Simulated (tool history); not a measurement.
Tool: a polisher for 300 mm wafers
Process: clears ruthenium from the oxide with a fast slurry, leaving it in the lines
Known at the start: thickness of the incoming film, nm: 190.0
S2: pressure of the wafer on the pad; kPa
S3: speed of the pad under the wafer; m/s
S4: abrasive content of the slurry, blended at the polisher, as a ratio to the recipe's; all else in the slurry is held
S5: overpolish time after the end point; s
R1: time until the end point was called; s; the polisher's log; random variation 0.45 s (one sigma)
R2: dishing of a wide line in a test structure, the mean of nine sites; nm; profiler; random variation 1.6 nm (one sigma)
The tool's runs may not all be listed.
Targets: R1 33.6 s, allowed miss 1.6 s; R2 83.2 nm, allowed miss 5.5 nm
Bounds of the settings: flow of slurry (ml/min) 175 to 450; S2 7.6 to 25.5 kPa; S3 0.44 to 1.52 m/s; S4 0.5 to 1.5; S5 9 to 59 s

Run 1, hour 0: flow of slurry (ml/min) 290, S2 16.5 kPa, S3 0.98 m/s, S4 1, S5 30 s. Result: R1 53.161 s, R2 77.528 nm.
Run 2, hour 1.5: flow of slurry (ml/min) 290, S2 18.6 kPa, S3 0.98 m/s, S4 1, S5 26 s. Result: R1 47.242 s, R2 74.749 nm.
Run 3, hour 5.2: flow of slurry (ml/min) 290, S2 18.6 kPa, S3 0.98 m/s, S4 1.2, S5 26 s. Result: R1 44.045 s, R2 81.619 nm.
Run 4, hour 13.2: flow of slurry (ml/min) 290, S2 18.6 kPa, S3 0.98 m/s, S4 1.2, S5 38 s. Result: R1 44.027 s, R2 108.12 nm.
Run 5, hour 18.1: flow of slurry (ml/min) 290, S2 20 kPa, S3 0.98 m/s, S4 1.2, S5 32 s. Result: R1 40.56 s, R2 99.031 nm.
Run 6, hour 25.8: flow of slurry (ml/min) 290, S2 20 kPa, S3 1.06 m/s, S4 1.2, S5 32 s. Result: R1 37.125 s, R2 103.61 nm.
Run 7, hour 27.3: flow of slurry (ml/min) 290, S2 20.7 kPa, S3 1.06 m/s, S4 1.2, S5 28 s. Result: R1 36.43 s, R2 101.87 nm.
Run 8, hour 34.6: flow of slurry (ml/min) 290, S2 21.4 kPa, S3 1.06 m/s, S4 1.2, S5 24 s. Result: R1 34.903 s, R2 88.458 nm.

5 next moves are on the table. One of them brings every result within its allowed miss. Which?
Run A, hour 41.9: flow of slurry (ml/min) 320, S2 15.9 kPa, S3 1.28 m/s, S4 1.35, S5 22 s. Result: R1 ?, R2 ?.
Run B, hour 41.9: flow of slurry (ml/min) 290, S2 22.8 kPa, S3 1.02 m/s, S4 1.15, S5 28 s. Result: R1 ?, R2 ?.
Run C, hour 41.9: flow of slurry (ml/min) 270, S2 20 kPa, S3 1.22 m/s, S4 1.1, S5 22 s. Result: R1 ?, R2 ?.
Run D, hour 41.9: flow of slurry (ml/min) 335, S2 20 kPa, S3 1.12 m/s, S4 0.95, S5 28 s. Result: R1 ?, R2 ?.
Run E, hour 41.9: flow of slurry (ml/min) 295, S2 19.3 kPa, S3 1.18 m/s, S4 1.05, S5 29 s. Result: R1 ?, R2 ?.

move      R1      R2
   A  37.613  76.164
   B  35.536  97.073
   C  34.794  81.269
   D  39.844    88.6
   E  37.714  95.222
A: takes the result that was furthest off past its target
B: further off than the last run
C: meets every target
D: brings the result that was furthest off to its target, and leaves another outside
E: further off than the last run
Move C is the one to make.
